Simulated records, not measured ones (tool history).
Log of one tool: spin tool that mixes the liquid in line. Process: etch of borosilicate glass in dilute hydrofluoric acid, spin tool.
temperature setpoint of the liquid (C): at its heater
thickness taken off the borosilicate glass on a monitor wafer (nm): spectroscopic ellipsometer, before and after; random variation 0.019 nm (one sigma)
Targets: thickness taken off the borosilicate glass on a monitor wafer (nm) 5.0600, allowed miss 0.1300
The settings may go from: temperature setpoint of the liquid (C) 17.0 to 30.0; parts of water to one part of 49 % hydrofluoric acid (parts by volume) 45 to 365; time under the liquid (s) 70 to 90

run,hour,temperature setpoint of the liquid (C),parts of water to one part of 49 % hydrofluoric acid (parts by volume),time under the liquid (s),thickness taken off the borosilicate glass on a monitor wafer (nm)
1,0.0,22.0,205,90,7.1736
2,1.2,21.5,210,90,6.8659
3,9.7,21.0,215,90,6.5581
4,11.4,20.5,220,90,6.2634
5,12.9,20.0,220,90,6.1751
6,21.9,20.0,195,90,7.0564
7,27.9,19.5,200,90,6.7506
8,33.3,17.0,240,90,4.8748

5 next moves are on the table. One of them brings every result within its allowed miss. Which?
A,38.7,18.0,240,85,?
B,38.7,19.0,250,90,?
C,38.7,17.0,205,70,?
D,38.7,18.0,230,90,?
E,38.7,17.5,250,90,?

move,thickness taken off the borosilicate glass on a monitor wafer (nm)
A,4.7868
B,5.0099
C,4.5806
D,5.3368
E,4.7303
A: further off than the last run
B: meets every target
C: further off than the last run
D: takes the result that was furthest off past its target
E: further off than the last run
Move B is the one to make.
